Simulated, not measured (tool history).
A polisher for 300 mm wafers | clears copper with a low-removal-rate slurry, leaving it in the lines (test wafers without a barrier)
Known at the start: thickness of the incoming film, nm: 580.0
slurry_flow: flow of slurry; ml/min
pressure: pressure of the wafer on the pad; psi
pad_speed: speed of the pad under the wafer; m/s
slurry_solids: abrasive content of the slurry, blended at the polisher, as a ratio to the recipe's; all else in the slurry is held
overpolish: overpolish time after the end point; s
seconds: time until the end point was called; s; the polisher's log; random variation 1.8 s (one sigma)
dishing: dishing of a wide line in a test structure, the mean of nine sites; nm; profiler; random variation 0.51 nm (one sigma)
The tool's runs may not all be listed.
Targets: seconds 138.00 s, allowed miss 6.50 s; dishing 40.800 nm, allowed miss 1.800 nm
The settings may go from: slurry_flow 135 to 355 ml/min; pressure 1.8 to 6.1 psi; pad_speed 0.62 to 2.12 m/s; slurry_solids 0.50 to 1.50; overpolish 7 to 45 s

run	hour	slurry_flow	pressure	pad_speed	slurry_solids	overpolish	seconds	dishing
1	0.0	225	3.9	1.36	1.00	23	105.58	68.824
2	8.8	195	3.9	1.36	1.00	23	110.62	69.681
3	13.0	215	3.5	1.36	1.00	19	119.40	57.771
4	16.4	215	3.5	1.36	0.90	19	120.97	56.825
5	21.5	240	3.5	1.36	0.90	19	119.90	57.276
6	23.0	245	3.3	1.36	0.90	16	121.09	49.226
7	30.0	245	3.1	1.36	0.90	15	131.91	45.231
8	38.3	245	2.9	1.36	0.90	12	137.60	35.660
9	47.0	245	3.0	1.34	0.85	13	137.25	38.147
# hour 47.8: slurry nozzle cleaned
10	47.8	245	3.0	1.34	0.85	14	134.44	42.041

Which of these 5 next moves meets every target?
A	48.6	270	3.1	1.04	0.65	17	?	?
B	48.6	315	2.4	1.52	0.95	16	?	?
C	48.6	210	3.5	1.08	0.70	14	?	?
D	48.6	255	2.9	1.32	0.90	16	?	?
E	48.6	280	2.8	1.62	0.55	16	?	?

move	seconds	dishing
A	154.97	43.281
B	141.14	43.819
C	139.09	40.697
D	135.68	45.558
E	133.18	46.109
A: further off than the last run
B: further off than the last run
C: meets every target
D: further off than the last run
E: further off than the last run
The right move is C.

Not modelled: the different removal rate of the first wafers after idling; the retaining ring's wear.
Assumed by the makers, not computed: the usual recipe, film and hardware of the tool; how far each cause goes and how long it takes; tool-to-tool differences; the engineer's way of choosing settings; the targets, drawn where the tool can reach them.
